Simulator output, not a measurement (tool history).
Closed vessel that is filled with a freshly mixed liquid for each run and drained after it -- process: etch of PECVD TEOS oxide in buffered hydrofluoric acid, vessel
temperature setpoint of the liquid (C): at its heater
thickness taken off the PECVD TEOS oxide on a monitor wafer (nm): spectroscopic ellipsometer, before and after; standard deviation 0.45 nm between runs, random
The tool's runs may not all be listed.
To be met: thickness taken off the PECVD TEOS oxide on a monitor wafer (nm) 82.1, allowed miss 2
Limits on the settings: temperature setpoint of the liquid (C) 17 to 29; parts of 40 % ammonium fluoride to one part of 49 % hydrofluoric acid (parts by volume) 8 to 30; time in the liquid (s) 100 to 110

run  hour  temperature setpoint of the liquid (C)  parts of 40 % ammonium fluoride to one part of 49 % hydrofluoric acid (parts by volume)  time in the liquid (s)  thickness taken off the PECVD TEOS oxide on a monitor wafer (nm)
  1     0                                      21                                                                                     22.5                     100                                                            56.549
  2   5.1                                    17.5                                                                                     22.5                     100                                                            46.797
  3  10.3                                    17.5                                                                                     28.5                     100                                                             39.11
  4  17.2                                    21.5                                                                                       27                     100                                                            51.162
  5  19.1                                    21.5                                                                                       27                     110                                                            56.358
  6    25                                    21.5                                                                                       27                     100                                                            50.802
  7  27.9                                      24                                                                                       26                     100                                                             60.41
  8  34.8                                    25.5                                                                                     25.5                     100                                                            66.051
  9  35.6                                    26.5                                                                                       25                     100                                                            71.317
 10  44.3                                    26.5                                                                                       25                     100                                                            71.255
 11  48.7                                    27.5                                                                                       25                     100                                                            75.117
 12  49.8                                      28                                                                                       25                     100                                                            77.451
 13  57.2                                    28.5                                                                                       25                     100                                                            79.441

Which one of the following 5 next-run settings gets every result inside its allowed miss? There is exactly one.
  A  64.6                                      29                                                                                       30                     110                                                                 ?
  B  64.6                                    28.5                                                                                     27.5                     110                                                                 ?
  C  64.6                                      26                                                                                       23                     105                                                                 ?
  D  64.6                                      27                                                                                       26                     105                                                                 ?
  E  64.6                                      28                                                                                     26.5                     100                                                                 ?

move  thickness taken off the PECVD TEOS oxide on a monitor wafer (nm)
   A                                                            78.485
   B                                                            81.092
   C                                                            76.484
   D                                                            74.212
   E                                                            73.614
A: further off than the last run
B: each result inside its tolerance
C: further off than the last run
D: further off than the last run
E: further off than the last run
Move B is the one to make.

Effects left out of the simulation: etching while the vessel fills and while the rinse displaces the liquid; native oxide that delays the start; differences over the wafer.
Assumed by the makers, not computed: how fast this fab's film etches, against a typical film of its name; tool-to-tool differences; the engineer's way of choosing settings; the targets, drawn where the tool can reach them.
